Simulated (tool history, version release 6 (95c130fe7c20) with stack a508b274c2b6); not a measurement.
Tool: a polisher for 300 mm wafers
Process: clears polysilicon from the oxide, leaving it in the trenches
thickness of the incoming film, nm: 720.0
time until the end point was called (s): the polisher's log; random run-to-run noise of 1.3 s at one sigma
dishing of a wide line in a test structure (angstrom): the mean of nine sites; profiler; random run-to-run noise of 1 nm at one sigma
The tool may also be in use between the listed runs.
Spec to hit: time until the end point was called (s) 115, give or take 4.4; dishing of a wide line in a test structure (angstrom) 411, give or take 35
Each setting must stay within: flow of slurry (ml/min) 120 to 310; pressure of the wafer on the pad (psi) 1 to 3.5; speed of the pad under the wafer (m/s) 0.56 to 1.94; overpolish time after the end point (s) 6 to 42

| run | hour | flow of slurry (ml/min) | pressure of the wafer on the pad (psi) | speed of the pad under the wafer (m/s) | overpolish time after the end point (s) | time until the end point was called (s) | dishing of a wide line in a test structure (angstrom) |
|---|---|---|---|---|---|---|---|
| 1 | 0 | 200 | 2.2 | 1.24 | 21 | 58.865 | 414.13 |
| 2 | 5.9 | 200 | 2.2 | 1.24 | 13 | 58.51 | 424.2 |
| 3 | 14 | 200 | 2.2 | 1.46 | 13 | 50.619 | 426.8 |
| 4 | 21.6 | 200 | 2.2 | 1.28 | 13 | 57.343 | 414.35 |
| 5 | 29.4 | 200 | 2.2 | 1.14 | 13 | 62.948 | 420.8 |
| 6 | 37.5 | 200 | 2.1 | 1.14 | 13 | 66.032 | 420.06 |
| 7 | 41.7 | 200 | 2 | 1.14 | 14 | 68.75 | 402.85 |
| 8 | 43.5 | 200 | 2 | 1.14 | 14 | 68.647 | 402.77 |
| 9 | 46.5 | 195 | 2 | 1.08 | 13 | 74.966 | 393.21 |
| 10 | 50.9 | 210 | 1.9 | 1.06 | 12 | 77.972 | 390.87 |
| 11 | 55.8 | 200 | 1.9 | 1.04 | 11 | 80.051 | 383.68 |
| 12 | 64.3 | 200 | 1.9 | 1.04 | 11 | 80.435 | 393.62 |
| 13 | 71.6 | 190 | 1.9 | 1.02 | 10 | 81.971 | 377.91 |
| 14 | 79.6 | 205 | 1.8 | 1 | 11 | 85.672 | 382.34 |
| 15 | 81.6 | 220 | 1.7 | 0.98 | 13 | 93.143 | 366.4 |
| 16 | 89.5 | 210 | 1.7 | 0.94 | 12 | 98 | 374.01 |
| 17 | 90.5 | 210 | 1.7 | 0.94 | 12 | 97.274 | 377.6 |
| 18 | 99 | 215 | 1.7 | 0.92 | 15 | 99.71 | 376.86 |
| 19 | 102.9 | 190 | 1.4 | 0.92 | 17 | 120.51 | 395.31 |

Pick the move, out of 5, that brings all results within their allowed miss; only one does.
| A | 106.8 | 190 | 1.5 | 0.9 | 22 | ? | ? |
| B | 106.8 | 185 | 1.8 | 0.7 | 21 | ? | ? |
| C | 106.8 | 220 | 1.3 | 0.88 | 16 | ? | ? |
| D | 106.8 | 200 | 1.3 | 0.9 | 20 | ? | ? |
| E | 106.8 | 305 | 1.6 | 0.7 | 12 | ? | ? |

| move | time until the end point was called (s) | dishing of a wide line in a test structure (angstrom) |
|---|---|---|
| A | 116.2 | 411.61 |
| B | 124.37 | 405.69 |
| C | 133.77 | 377.84 |
| D | 132.36 | 398.41 |
| E | 132.18 | 345.07 |
A: in spec on every target
B: the biggest miss grows against the last run
C: the biggest miss grows against the last run
D: the biggest miss grows against the last run
E: the biggest miss grows against the last run
Correct choice: A, which meets every target

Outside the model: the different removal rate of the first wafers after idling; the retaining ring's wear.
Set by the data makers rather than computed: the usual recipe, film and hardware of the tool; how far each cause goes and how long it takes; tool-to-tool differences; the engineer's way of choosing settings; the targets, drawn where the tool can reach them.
